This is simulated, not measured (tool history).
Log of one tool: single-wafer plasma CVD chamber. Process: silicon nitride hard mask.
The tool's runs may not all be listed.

run,hour,heater temperature setpoint (K),chamber pressure (Pa),RF power (kW),deposition time (s),mean film thickness on the monitor wafer (Å)
1,0,673.15,260,0.37,57.3,794.95
2,3.1,673.15,276,0.38,57.4,819.57
3,8.6,673.15,276,0.38,57.3,826.74
4,12.3,673.15,291,0.385,57.3,837.16
5,19.7,673.15,291,0.385,59.2,870.92
6,27.8,673.15,271,0.385,59.2,854.15
7,34.3,673.15,271,0.385,59.2,850.91
8,42,673.15,281,0.39,59.2,862.33
9,43.5,673.15,281,0.39,59.2,869.62
10,44.5,673.15,289,0.395,59.2,883.75

For run 11, what comes out?
11,46.1,673.15,295,0.395,59.2,?

{"run 11": {"mean film thickness on the monitor wafer (Å)": 884.18}}
